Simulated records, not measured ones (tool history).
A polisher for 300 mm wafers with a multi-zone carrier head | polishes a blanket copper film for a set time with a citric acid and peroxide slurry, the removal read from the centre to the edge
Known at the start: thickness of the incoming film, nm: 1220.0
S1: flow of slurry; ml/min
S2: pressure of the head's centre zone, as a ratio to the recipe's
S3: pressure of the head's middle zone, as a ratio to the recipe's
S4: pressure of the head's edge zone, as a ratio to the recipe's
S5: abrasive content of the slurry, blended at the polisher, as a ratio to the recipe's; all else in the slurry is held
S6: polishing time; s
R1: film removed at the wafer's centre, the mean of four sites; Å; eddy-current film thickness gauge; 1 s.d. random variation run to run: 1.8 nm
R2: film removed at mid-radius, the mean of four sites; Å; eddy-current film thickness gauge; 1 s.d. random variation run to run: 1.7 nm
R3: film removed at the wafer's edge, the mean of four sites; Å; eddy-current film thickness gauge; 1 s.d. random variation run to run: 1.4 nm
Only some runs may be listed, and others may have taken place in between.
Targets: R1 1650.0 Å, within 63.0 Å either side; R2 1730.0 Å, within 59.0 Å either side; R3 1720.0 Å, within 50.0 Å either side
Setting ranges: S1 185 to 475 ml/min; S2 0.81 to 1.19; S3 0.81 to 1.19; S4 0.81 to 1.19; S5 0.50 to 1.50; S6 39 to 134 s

{"run": 1, "hour": 0.0, "S1": 305, "S2": 1.0, "S3": 1.0, "S4": 1.0, "S5": 1.0, "S6": 86, "R1": 1218.6, "R2": 1237.3, "R3": 1245.7}
{"run": 2, "hour": 5.4, "S1": 310, "S2": 1.01, "S3": 1.02, "S4": 1.04, "S5": 1.15, "S6": 89, "R1": 1331.3, "R2": 1353.9, "R3": 1344.6}
{"run": 3, "hour": 6.3, "S1": 310, "S2": 1.01, "S3": 1.03, "S4": 1.07, "S5": 1.25, "S6": 92, "R1": 1368.2, "R2": 1425.7, "R3": 1451.9}
{"run": 4, "hour": 9.7, "S1": 315, "S2": 1.03, "S3": 1.05, "S4": 1.09, "S5": 1.3, "S6": 94, "R1": 1483.0, "R2": 1520.5, "R3": 1501.5}
{"run": 5, "hour": 16.9, "S1": 320, "S2": 1.03, "S3": 1.06, "S4": 1.11, "S5": 1.35, "S6": 95, "R1": 1508.8, "R2": 1553.7, "R3": 1562.2}
{"run": 6, "hour": 18.5, "S1": 320, "S2": 1.03, "S3": 1.06, "S4": 1.11, "S5": 1.35, "S6": 82, "R1": 1271.9, "R2": 1351.8, "R3": 1344.3}
{"run": 7, "hour": 24.7, "S1": 325, "S2": 1.04, "S3": 1.07, "S4": 1.13, "S5": 1.4, "S6": 86, "R1": 1379.1, "R2": 1421.9, "R3": 1419.0}
{"run": 8, "hour": 31.0, "S1": 325, "S2": 1.04, "S3": 1.08, "S4": 1.14, "S5": 1.45, "S6": 90, "R1": 1435.1, "R2": 1533.4, "R3": 1492.3}
{"run": 9, "hour": 37.0, "S1": 330, "S2": 1.04, "S3": 1.08, "S4": 1.15, "S5": 1.45, "S6": 93, "R1": 1494.2, "R2": 1602.5, "R3": 1577.3}
{"run": 10, "hour": 38.9, "S1": 340, "S2": 1.05, "S3": 1.08, "S4": 1.16, "S5": 1.45, "S6": 94, "R1": 1559.9, "R2": 1594.8, "R3": 1596.7}
{"run": 11, "hour": 40.7, "S1": 345, "S2": 1.05, "S3": 1.09, "S4": 1.17, "S5": 1.45, "S6": 95, "R1": 1551.2, "R2": 1671.2, "R3": 1623.7}
{"run": 12, "hour": 45.4, "S1": 350, "S2": 1.05, "S3": 1.09, "S4": 1.18, "S5": 1.45, "S6": 96, "R1": 1566.1, "R2": 1670.8, "R3": 1637.7}
{"run": 13, "hour": 51.6, "S1": 350, "S2": 1.05, "S3": 1.09, "S4": 1.18, "S5": 1.45, "S6": 97, "R1": 1564.4, "R2": 1663.2, "R3": 1658.4}

Of the 4 settings listed for the next run, only one would bring every result within its allowed miss of target. Which one?
{"run": "A", "hour": 57.8, "S1": 335, "S2": 1.16, "S3": 1.01, "S4": 1.14, "S5": 1.5, "S6": 101, "R1": "?", "R2": "?", "R3": "?"}
{"run": "B", "hour": 57.8, "S1": 350, "S2": 1.05, "S3": 1.09, "S4": 1.18, "S5": 1.3, "S6": 103, "R1": "?", "R2": "?", "R3": "?"}
{"run": "C", "hour": 57.8, "S1": 360, "S2": 1.03, "S3": 0.99, "S4": 1.19, "S5": 1.4, "S6": 105, "R1": "?", "R2": "?", "R3": "?"}
{"run": "D", "hour": 57.8, "S1": 345, "S2": 1.07, "S3": 0.93, "S4": 1.19, "S5": 1.35, "S6": 111, "R1": "?", "R2": "?", "R3": "?"}

move=A R1=1826.4 R2=1619.9 R3=1702.8
move=B R1=1640.1 R2=1715.1 R3=1715.8
move=C R1=1670.4 R2=1642.1 R3=1791.8
move=D R1=1811.8 R2=1627.5 R3=1875.0
A: carries the result that was furthest off beyond its target, to the other side
B: hits every target within its allowed miss
C: gets the furthest-off result to its target, but another result is out of tolerance
D: carries the result that was furthest off beyond its target, to the other side
Go with B: it meets all targets.
